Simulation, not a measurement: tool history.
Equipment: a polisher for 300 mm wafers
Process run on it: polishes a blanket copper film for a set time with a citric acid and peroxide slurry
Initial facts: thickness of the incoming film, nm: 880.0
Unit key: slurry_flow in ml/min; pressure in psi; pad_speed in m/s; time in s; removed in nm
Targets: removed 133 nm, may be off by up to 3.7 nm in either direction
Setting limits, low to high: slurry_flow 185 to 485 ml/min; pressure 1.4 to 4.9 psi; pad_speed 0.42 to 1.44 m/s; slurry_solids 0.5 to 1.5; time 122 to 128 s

Run 1, hour 0: slurry_flow 310 ml/min, pressure 3.1 psi, pad_speed 0.92 m/s, slurry_solids 1, time 122 s. Result: removed 256.16 nm.
Run 2, hour 5.9: slurry_flow 310 ml/min, pressure 2.6 psi, pad_speed 0.88 m/s, slurry_solids 1, time 122 s. Result: removed 218.94 nm.
Run 3, hour 10.7: slurry_flow 310 ml/min, pressure 2.6 psi, pad_speed 0.88 m/s, slurry_solids 1, time 128 s. Result: removed 232.44 nm.
Run 4, hour 17.3: slurry_flow 310 ml/min, pressure 2.3 psi, pad_speed 0.82 m/s, slurry_solids 1, time 128 s. Result: removed 197.99 nm.
Run 5, hour 19: slurry_flow 310 ml/min, pressure 2.3 psi, pad_speed 0.62 m/s, slurry_solids 1, time 128 s. Result: removed 168.51 nm.
Run 6, hour 22.7: slurry_flow 310 ml/min, pressure 2.3 psi, pad_speed 0.62 m/s, slurry_solids 0.85, time 128 s. Result: removed 158.93 nm.
Run 7, hour 29.4: slurry_flow 310 ml/min, pressure 2.1 psi, pad_speed 0.62 m/s, slurry_solids 0.85, time 128 s. Result: removed 149.91 nm.
Run 8, hour 37: slurry_flow 310 ml/min, pressure 2 psi, pad_speed 0.62 m/s, slurry_solids 0.85, time 128 s. Result: removed 143.87 nm.
Run 9, hour 38.2: slurry_flow 310 ml/min, pressure 1.9 psi, pad_speed 0.62 m/s, slurry_solids 0.85, time 128 s. Result: removed 138.34 nm.

Below are 4 possible settings for the next run. Only one of them brings all results inside the allowed miss of their targets. Which is it?
Run A, hour 39.4: slurry_flow 230 ml/min, pressure 2.1 psi, pad_speed 0.52 m/s, slurry_solids 0.8, time 122 s. Result: removed ?.
Run B, hour 39.4: slurry_flow 260 ml/min, pressure 2 psi, pad_speed 0.54 m/s, slurry_solids 0.8, time 122 s. Result: removed ?.
Run C, hour 39.4: slurry_flow 330 ml/min, pressure 1.6 psi, pad_speed 0.68 m/s, slurry_solids 0.85, time 128 s. Result: removed ?.
Run D, hour 39.4: slurry_flow 270 ml/min, pressure 2.1 psi, pad_speed 0.48 m/s, slurry_solids 0.9, time 122 s. Result: removed ?.

move  removed
   A    122.9
   B   122.76
   C   131.97
   D   123.01
A: the result that was furthest off in the last run now lies on the other side of its target
B: the result that was furthest off in the last run now lies on the other side of its target
C: every result within its allowed miss
D: the result that was furthest off in the last run now lies on the other side of its target
The move that meets every target is C.
